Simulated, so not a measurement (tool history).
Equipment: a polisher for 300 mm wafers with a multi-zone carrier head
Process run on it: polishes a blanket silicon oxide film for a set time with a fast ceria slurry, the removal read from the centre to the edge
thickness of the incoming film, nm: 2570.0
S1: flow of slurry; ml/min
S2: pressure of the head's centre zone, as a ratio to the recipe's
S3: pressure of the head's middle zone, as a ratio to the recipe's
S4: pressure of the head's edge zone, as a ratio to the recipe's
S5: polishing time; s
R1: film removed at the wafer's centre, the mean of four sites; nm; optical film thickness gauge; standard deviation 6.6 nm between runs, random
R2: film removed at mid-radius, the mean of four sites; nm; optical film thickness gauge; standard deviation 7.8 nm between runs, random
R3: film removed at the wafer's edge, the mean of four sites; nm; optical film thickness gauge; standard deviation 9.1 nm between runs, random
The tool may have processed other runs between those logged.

run  hour   S1    S2    S3    S4  S5      R1      R2      R3
  1   0.0  145  1.00  1.00  1.00  49  609.53  598.25  628.97
  2   1.1  145  1.00  1.00  1.08  49  598.72  583.41  644.21
  3   9.0  145  1.00  1.00  1.08  39  468.97  465.97  528.98
  4  11.7  155  0.98  1.04  1.10  40  487.36  500.26  540.51
  5  19.7  155  0.94  1.06  1.12  42  479.52  533.17  563.14
  6  25.4  155  0.94  1.06  1.07  42  481.03  536.51  553.86

The next listed run, before its measurement:
  7  33.1  160  0.92  1.07  1.09  43   ?   ?   ?

Run 7 produced R1 484.62 nm, R2 565.34 nm, R3 600.26 nm.

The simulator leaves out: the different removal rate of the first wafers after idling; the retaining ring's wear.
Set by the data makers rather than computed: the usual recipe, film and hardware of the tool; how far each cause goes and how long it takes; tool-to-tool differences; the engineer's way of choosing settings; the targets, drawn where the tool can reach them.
